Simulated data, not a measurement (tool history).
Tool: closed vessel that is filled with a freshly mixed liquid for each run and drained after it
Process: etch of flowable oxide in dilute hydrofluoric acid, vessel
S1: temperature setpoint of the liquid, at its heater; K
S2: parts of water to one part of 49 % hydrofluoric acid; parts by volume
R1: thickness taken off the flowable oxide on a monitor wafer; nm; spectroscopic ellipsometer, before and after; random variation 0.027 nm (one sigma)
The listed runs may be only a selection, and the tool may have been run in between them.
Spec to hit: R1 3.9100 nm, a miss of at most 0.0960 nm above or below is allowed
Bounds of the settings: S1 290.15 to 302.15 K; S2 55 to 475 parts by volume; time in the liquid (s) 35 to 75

{"run": 1, "hour": 0.0, "S1": 294.15, "S2": 265, "time in the liquid (s)": 75, "R1": 7.0094}
{"run": 2, "hour": 6.2, "S1": 294.15, "S2": 300, "time in the liquid (s)": 75, "R1": 6.0059}
{"run": 3, "hour": 14.4, "S1": 293.65, "S2": 310, "time in the liquid (s)": 75, "R1": 5.6623}
{"run": 4, "hour": 17.1, "S1": 293.65, "S2": 340, "time in the liquid (s)": 75, "R1": 5.0531}
{"run": 5, "hour": 19.0, "S1": 293.65, "S2": 340, "time in the liquid (s)": 35, "R1": 2.336}
{"run": 6, "hour": 22.7, "S1": 295.15, "S2": 340, "time in the liquid (s)": 35, "R1": 2.4788}
{"hour": 29.7, "done": "hydrofluoric acid flow meter replaced"}
{"run": 7, "hour": 29.7, "S1": 294.15, "S2": 340, "time in the liquid (s)": 35, "R1": 2.2287}
{"run": 8, "hour": 37.1, "S1": 293.65, "S2": 335, "time in the liquid (s)": 35, "R1": 2.2349}
{"run": 9, "hour": 40.8, "S1": 294.65, "S2": 335, "time in the liquid (s)": 35, "R1": 2.3102}
{"run": 10, "hour": 49.1, "S1": 293.65, "S2": 335, "time in the liquid (s)": 35, "R1": 2.2358}
{"run": 11, "hour": 53.7, "S1": 295.15, "S2": 335, "time in the liquid (s)": 35, "R1": 2.358}
{"run": 12, "hour": 59.5, "S1": 294.15, "S2": 330, "time in the liquid (s)": 35, "R1": 2.3452}

Which one of the following 5 next-run settings gets every result inside its allowed miss? There is exactly one.
{"run": "A", "hour": 65.3, "S1": 292.65, "S2": 400, "time in the liquid (s)": 65, "R1": "?"}
{"run": "B", "hour": 65.3, "S1": 295.15, "S2": 330, "time in the liquid (s)": 75, "R1": "?"}
{"run": "C", "hour": 65.3, "S1": 291.15, "S2": 325, "time in the liquid (s)": 65, "R1": "?"}
{"run": "D", "hour": 65.3, "S1": 294.15, "S2": 345, "time in the liquid (s)": 55, "R1": "?"}
{"run": "E", "hour": 65.3, "S1": 293.15, "S2": 220, "time in the liquid (s)": 50, "R1": "?"}

move=A R1=3.1728
move=B R1=5.1439
move=C R1=3.9369
move=D R1=3.4373
move=E R1=5.2981
A: an improvement on the last run, though not all results are within tolerance
B: carries the result that was furthest off beyond its target, to the other side
C: all results in spec
D: an improvement on the last run, though not all results are within tolerance
E: carries the result that was furthest off beyond its target, to the other side
The move that meets every target is C.
